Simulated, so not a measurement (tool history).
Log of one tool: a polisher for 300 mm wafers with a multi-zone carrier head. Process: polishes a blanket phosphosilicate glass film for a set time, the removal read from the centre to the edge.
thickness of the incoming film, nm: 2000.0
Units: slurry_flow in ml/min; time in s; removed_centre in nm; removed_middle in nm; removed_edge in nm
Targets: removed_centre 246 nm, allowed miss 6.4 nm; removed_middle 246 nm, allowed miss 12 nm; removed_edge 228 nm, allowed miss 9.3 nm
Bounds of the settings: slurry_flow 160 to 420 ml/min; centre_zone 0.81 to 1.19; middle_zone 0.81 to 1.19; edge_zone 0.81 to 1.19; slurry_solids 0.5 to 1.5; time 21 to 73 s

run,hour,slurry_flow,centre_zone,middle_zone,edge_zone,slurry_solids,time,removed_centre,removed_middle,removed_edge
1,0,270,1,1,1,1,47,427.75,423.39,426.21
2,6.4,270,1.06,1,1,1,47,450.83,422.16,424.64
3,11.9,270,1.05,1,0.97,0.9,44,396.64,375.7,366.84
4,17.1,270,1.05,1,1.03,0.9,44,392.94,366.81,380.31
5,19,215,1.05,1,1.03,0.9,44,383.37,359.54,375.53
6,21,225,1.04,1,1,0.8,42,339.41,319.36,329.37
7,28.4,270,0.99,1.05,0.9,0.55,37,216.33,222.25,204.65
8,36.1,275,1,1.06,0.92,0.55,37,217.95,220.93,214.12
# hour 43.8: slurry nozzle cleaned
9,43.8,325,1.09,1.16,0.89,0.6,37,272.59,271.97,234.3
10,50.6,310,1.08,1.15,0.9,0.6,37,271.11,264.3,232.1

5 next moves are on the table. One of them brings every result within its allowed miss. Which?
A,57.4,330,0.91,1.19,0.81,0.65,36,?,?,?
B,57.4,305,1.06,1.1,0.95,0.6,35,?,?,?
C,57.4,350,1.06,1.17,1.01,0.55,35,?,?,?
D,57.4,270,1.11,1.01,0.88,0.55,38,?,?,?
E,57.4,290,1.05,1.12,0.91,0.7,33,?,?,?

move,removed_centre,removed_middle,removed_edge
A,235.56,295.92,230.76
B,248.16,253.53,224.87
C,232.56,247.27,215.96
D,258.02,238.28,216.55
E,260.85,272.43,234.17
A: takes the result that was furthest off past its target
B: meets every target
C: takes the result that was furthest off past its target
D: nearer than the last run, and not there yet
E: nearer than the last run, and not there yet
The right move is B.

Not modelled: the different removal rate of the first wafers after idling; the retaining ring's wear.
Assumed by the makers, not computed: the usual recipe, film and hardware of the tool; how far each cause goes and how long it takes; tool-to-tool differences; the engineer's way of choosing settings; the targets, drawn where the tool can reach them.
